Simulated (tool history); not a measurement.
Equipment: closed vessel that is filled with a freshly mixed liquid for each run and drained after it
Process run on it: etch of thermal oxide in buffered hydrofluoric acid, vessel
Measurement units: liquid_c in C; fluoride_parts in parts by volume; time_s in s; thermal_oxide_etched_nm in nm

run 1 hour=0 | liquid_c=23 fluoride_parts=16.5 time_s=90 | thermal_oxide_etched_nm=62.456
run 2 hour=6.5 | liquid_c=22 fluoride_parts=17 time_s=90 | thermal_oxide_etched_nm=56.773
run 3 hour=9.8 | liquid_c=18.5 fluoride_parts=17 time_s=90 | thermal_oxide_etched_nm=46.927
run 4 hour=16.5 | liquid_c=17 fluoride_parts=17 time_s=90 | thermal_oxide_etched_nm=43.423
run 5 hour=24.7 | liquid_c=17 fluoride_parts=17.5 time_s=90 | thermal_oxide_etched_nm=42.252
run 6 hour=26.2 | liquid_c=17 fluoride_parts=17.5 time_s=100 | thermal_oxide_etched_nm=47.076
-- hour=27.5 thermometer replaced
run 7 hour=27.5 | liquid_c=17 fluoride_parts=18 time_s=100 | thermal_oxide_etched_nm=41.579

What will run 8 give?
run 8 hour=32.9 | liquid_c=17 fluoride_parts=18.5 time_s=100 | thermal_oxide_etched_nm=?

thermal_oxide_etched_nm: 40.101 nm
